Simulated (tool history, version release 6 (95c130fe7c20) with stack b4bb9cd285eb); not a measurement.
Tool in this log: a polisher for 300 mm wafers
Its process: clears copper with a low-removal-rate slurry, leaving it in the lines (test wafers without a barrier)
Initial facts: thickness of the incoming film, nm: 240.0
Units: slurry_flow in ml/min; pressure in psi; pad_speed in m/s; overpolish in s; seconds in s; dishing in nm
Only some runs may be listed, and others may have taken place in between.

run,hour,slurry_flow,pressure,pad_speed,slurry_solids,overpolish,seconds,dishing
1,0,180,2.1,1.34,1,10,84.019,19.26
2,2.7,180,2.1,1.34,0.85,10,87.04,19.337
3,5.4,150,2.1,1.34,0.85,10,89.352,18.848
4,14.3,150,2.1,1.34,0.95,10,86.196,19.877
5,18.2,150,2.4,1.36,0.95,11,75.391,23.904
6,22.5,150,2.4,1.36,0.95,8,75.25,17.95

Run 7, settings as shown, results not yet in. Your forecast:
7,31.3,145,2.6,1.4,0.95,10,?,?

{"run 7": {"seconds": 68.676, "dishing": 24.133}}

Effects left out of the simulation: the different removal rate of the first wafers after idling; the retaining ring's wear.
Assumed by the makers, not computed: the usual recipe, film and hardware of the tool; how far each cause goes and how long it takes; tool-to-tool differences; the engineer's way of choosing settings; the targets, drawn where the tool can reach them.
